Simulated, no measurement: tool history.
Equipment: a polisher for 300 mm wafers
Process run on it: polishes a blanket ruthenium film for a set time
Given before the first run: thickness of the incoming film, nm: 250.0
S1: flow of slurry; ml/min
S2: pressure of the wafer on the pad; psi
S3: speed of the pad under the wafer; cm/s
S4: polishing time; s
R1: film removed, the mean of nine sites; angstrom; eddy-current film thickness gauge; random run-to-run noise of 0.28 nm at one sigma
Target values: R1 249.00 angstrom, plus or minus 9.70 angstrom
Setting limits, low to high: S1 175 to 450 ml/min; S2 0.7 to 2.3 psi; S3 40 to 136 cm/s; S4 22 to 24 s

run  hour   S1   S2   S3  S4      R1
  1   0.0  290  1.5   88  24  158.05
  2   1.1  315  1.5   88  24  161.82
  3   8.5  315  1.5  102  24  185.84
  4  11.6  315  1.5  102  22  167.62
  5  13.9  315  1.5  114  22  187.33
  6  17.3  315  1.5  114  22  189.36
  7  19.7  315  1.6  114  22  201.47
  8  21.5  315  1.7  114  22  213.63

Which single option among these 4 for the next run brings every result within its allowed miss of target? Just one does.
  A  23.3  260  1.6  116  24   ?
  B  23.3  315  1.8  106  24   ?
  C  23.3  320  1.7  126  24   ?
  D  23.3  390  2.2   98  22   ?

move      R1
   A  213.93
   B  216.81
   C  245.91
   D  218.35
A: about as far from the targets as the last run
B: an improvement on the last run, though not all results are within tolerance
C: all results land within tolerance of their targets
D: an improvement on the last run, though not all results are within tolerance
Answer: C
